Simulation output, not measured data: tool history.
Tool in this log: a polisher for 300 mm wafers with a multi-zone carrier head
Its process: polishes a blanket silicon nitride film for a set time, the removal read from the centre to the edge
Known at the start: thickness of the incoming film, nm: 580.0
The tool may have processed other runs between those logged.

| run | hour | flow of slurry (ml/min) | pressure of the head's centre zone | pressure of the head's middle zone | pressure of the head's edge zone | polishing time (s) | film removed at the wafer's centre (nm) | film removed at mid-radius (nm) | film removed at the wafer's edge (nm) |
|---|---|---|---|---|---|---|---|---|---|
| 1 | 0.0 | 150 | 1.00 | 1.00 | 1.00 | 57 | 123.020 | 125.920 | 120.580 |
| 2 | 8.0 | 145 | 0.99 | 1.00 | 0.98 | 53 | 112.000 | 113.770 | 112.160 |
| 3 | 13.3 | 145 | 0.91 | 1.00 | 0.98 | 53 | 105.410 | 115.690 | 111.860 |
| 4 | 20.8 | 145 | 0.91 | 1.00 | 0.98 | 63 | 129.440 | 137.480 | 134.910 |
| 5 | 24.4 | 140 | 0.92 | 1.00 | 0.96 | 58 | 112.810 | 124.670 | 119.880 |
| 6 | 26.8 | 140 | 0.92 | 1.00 | 0.96 | 63 | 128.780 | 136.410 | 129.950 |
| 7 | 30.5 | 135 | 0.93 | 1.00 | 0.94 | 58 | 114.630 | 124.510 | 121.020 |
| 8 | 35.2 | 95 | 1.03 | 1.00 | 0.84 | 42 | 80.523 | 79.360 | 77.254 |
| 9 | 41.5 | 95 | 1.02 | 1.01 | 0.84 | 40 | 75.227 | 77.689 | 74.506 |
| 10 | 48.1 | 115 | 1.01 | 1.06 | 0.82 | 26 | 51.970 | 56.887 | 48.389 |
| 11 | 55.5 | 115 | 1.01 | 1.06 | 0.85 | 26 | 52.738 | 56.963 | 49.166 |
| 12 | 62.5 | 115 | 1.00 | 1.06 | 0.87 | 27 | 53.412 | 57.563 | 52.791 |
| 13 | 70.7 | 115 | 1.00 | 1.06 | 0.87 | 27 | 54.265 | 56.993 | 53.611 |
| 14 | 73.4 | 120 | 0.99 | 1.06 | 0.88 | 28 | 56.506 | 62.166 | 55.274 |

Estimate the outcome of run 15 from the log above:
| 15 | 79.6 | 120 | 0.99 | 1.06 | 0.89 | 28 | ? | ? | ? |

{"run 15": {"film removed at the wafer's centre (nm)": 56.039, "film removed at mid-radius (nm)": 61.654, "film removed at the wafer's edge (nm)": 55.206}}

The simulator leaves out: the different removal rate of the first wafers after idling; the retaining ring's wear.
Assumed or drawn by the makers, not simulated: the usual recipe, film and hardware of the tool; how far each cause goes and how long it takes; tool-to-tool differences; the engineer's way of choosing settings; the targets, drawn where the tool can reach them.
